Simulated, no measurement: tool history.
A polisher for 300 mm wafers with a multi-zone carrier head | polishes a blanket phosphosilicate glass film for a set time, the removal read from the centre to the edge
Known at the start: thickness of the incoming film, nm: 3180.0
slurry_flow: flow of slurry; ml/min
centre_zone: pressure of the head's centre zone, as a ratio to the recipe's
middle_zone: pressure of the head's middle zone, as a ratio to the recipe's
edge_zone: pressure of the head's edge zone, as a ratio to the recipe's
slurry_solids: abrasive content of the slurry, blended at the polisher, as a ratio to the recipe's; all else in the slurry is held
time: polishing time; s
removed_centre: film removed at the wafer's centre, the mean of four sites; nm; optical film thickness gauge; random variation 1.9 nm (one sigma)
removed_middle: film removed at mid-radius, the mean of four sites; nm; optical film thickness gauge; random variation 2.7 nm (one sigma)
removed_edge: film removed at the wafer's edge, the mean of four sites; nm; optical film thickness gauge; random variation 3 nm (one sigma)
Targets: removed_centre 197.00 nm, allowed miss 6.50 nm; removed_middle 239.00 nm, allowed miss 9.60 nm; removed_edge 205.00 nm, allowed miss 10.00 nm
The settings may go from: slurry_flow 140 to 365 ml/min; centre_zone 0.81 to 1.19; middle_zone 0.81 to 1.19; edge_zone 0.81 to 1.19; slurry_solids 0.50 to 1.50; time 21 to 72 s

run,hour,slurry_flow,centre_zone,middle_zone,edge_zone,slurry_solids,time,removed_centre,removed_middle,removed_edge
1,0.0,235,1.00,1.00,1.00,1.00,46,354.49,347.53,367.25
2,2.2,235,1.00,1.00,1.00,1.00,51,396.27,384.85,397.74
3,5.4,230,0.98,1.04,0.95,0.85,46,322.41,342.70,322.17
4,10.9,225,0.95,1.03,0.92,0.75,43,276.54,288.56,282.98
5,15.9,220,0.93,1.05,0.89,0.70,41,249.65,274.94,258.75
6,21.9,220,0.92,1.07,0.87,0.65,40,230.76,262.63,243.82
7,25.5,220,0.92,1.09,0.85,0.60,39,220.59,252.60,224.62
8,26.2,215,0.91,1.10,0.84,0.55,39,204.96,236.82,217.19
9,28.3,215,0.91,1.12,0.83,0.55,39,207.49,254.51,209.70
10,34.5,190,0.89,1.09,0.81,0.50,39,187.82,224.90,198.83
11,41.0,200,0.89,1.10,0.81,0.50,39,191.01,225.06,195.87

4 next moves are on the table. One of them brings every result within its allowed miss. Which?
A,47.5,180,0.89,1.10,0.81,0.55,39,?,?,?
B,47.5,205,0.97,1.18,0.81,0.50,36,?,?,?
C,47.5,205,0.95,1.10,0.81,0.50,40,?,?,?
D,47.5,255,1.02,0.95,0.82,0.50,36,?,?,?

move,removed_centre,removed_middle,removed_edge
A,193.34,233.91,204.90
B,190.61,223.77,183.32
C,207.27,234.08,203.90
D,207.14,191.78,189.15
A: meets every target
B: further off than the last run
C: brings the result that was furthest off to its target, and leaves another outside
D: further off than the last run
Answer: A

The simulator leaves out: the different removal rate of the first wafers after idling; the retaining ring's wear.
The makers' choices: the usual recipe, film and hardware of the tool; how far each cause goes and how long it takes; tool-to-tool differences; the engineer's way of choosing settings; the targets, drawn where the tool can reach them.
